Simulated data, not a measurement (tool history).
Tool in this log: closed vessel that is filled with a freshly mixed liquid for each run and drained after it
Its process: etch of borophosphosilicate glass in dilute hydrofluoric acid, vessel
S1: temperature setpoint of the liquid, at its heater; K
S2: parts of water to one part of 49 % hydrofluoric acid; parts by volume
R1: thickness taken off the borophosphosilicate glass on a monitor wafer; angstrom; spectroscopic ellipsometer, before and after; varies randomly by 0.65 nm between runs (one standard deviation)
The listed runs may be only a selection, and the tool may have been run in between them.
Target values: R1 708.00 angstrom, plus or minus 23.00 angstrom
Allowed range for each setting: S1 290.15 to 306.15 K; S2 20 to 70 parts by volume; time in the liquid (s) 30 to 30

run 1 hour=0.0 | S1=298.15 S2=40 time_in_the_liquid_(s)=30 | R1=422.14
run 2 hour=6.1 | S1=298.15 S2=40 time_in_the_liquid_(s)=30 | R1=418.95
run 3 hour=13.3 | S1=300.15 S2=40 time_in_the_liquid_(s)=30 | R1=458.40
run 4 hour=16.8 | S1=298.15 S2=40 time_in_the_liquid_(s)=30 | R1=429.34
run 5 hour=20.4 | S1=300.15 S2=40 time_in_the_liquid_(s)=30 | R1=454.79
run 6 hour=27.0 | S1=301.65 S2=40 time_in_the_liquid_(s)=30 | R1=493.34
run 7 hour=30.3 | S1=305.65 S2=35 time_in_the_liquid_(s)=30 | R1=653.91
run 8 hour=35.3 | S1=306.15 S2=35 time_in_the_liquid_(s)=30 | R1=667.74
run 9 hour=37.7 | S1=306.15 S2=30 time_in_the_liquid_(s)=30 | R1=794.75
run 10 hour=39.0 | S1=305.65 S2=30 time_in_the_liquid_(s)=30 | R1=769.75

Exercise: of the 4 proposed moves below, exactly one satisfies all targets within the stated allowed misses. Which move is it?
run A hour=40.3 | S1=305.15 S2=35 time_in_the_liquid_(s)=30 | R1=?
run B hour=40.3 | S1=305.65 S2=35 time_in_the_liquid_(s)=30 | R1=?
run C hour=40.3 | S1=303.65 S2=30 time_in_the_liquid_(s)=30 | R1=?
run D hour=40.3 | S1=306.15 S2=35 time_in_the_liquid_(s)=30 | R1=?

move=A R1=633.63
move=B R1=646.13
move=C R1=702.86
move=D R1=658.83
A: carries the result that was furthest off beyond its target, to the other side
B: carries the result that was furthest off beyond its target, to the other side
C: in spec on every target
D: carries the result that was furthest off beyond its target, to the other side
Answer: C
